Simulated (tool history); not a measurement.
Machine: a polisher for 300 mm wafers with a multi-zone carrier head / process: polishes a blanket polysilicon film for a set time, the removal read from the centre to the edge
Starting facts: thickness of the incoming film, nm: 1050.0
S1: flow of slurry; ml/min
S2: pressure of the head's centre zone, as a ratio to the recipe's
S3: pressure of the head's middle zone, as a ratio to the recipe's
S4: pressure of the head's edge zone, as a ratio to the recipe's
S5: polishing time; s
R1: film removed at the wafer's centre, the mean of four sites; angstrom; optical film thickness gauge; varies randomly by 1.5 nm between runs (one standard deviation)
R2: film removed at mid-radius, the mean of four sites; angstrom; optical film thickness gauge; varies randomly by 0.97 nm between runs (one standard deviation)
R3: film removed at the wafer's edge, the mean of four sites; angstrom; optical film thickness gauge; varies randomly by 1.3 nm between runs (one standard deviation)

run  hour   S1    S2    S3    S4  S5      R1      R2      R3
  1     0  195     1     1     1  37  2116.7  2089.9  2069.1
  2   6.4  195     1     1  1.04  37  2140.6  2103.8  2160.7
  3   7.8  185  0.98  0.96  1.02  36    2014  1955.8  2035.5
  4  14.1  185  0.98  0.99  1.02  36  1985.9  2050.2    2055
  5  19.3  185  0.98  0.99  1.02  43  2401.1  2398.2  2452.9
  6    22  175  0.97  0.95  1.01  40  2201.8  2195.3  2252.4
  7  26.5  180  0.96  0.93  1.02  37  2023.7  2006.5  2124.4

Estimate the outcome of run 8 from the log above:
  8  29.1  175  0.96  0.91  1.02  35   ?   ?   ?

R1: 1957.4 angstrom
R2: 1857.5 angstrom
R3: 1968.7 angstrom
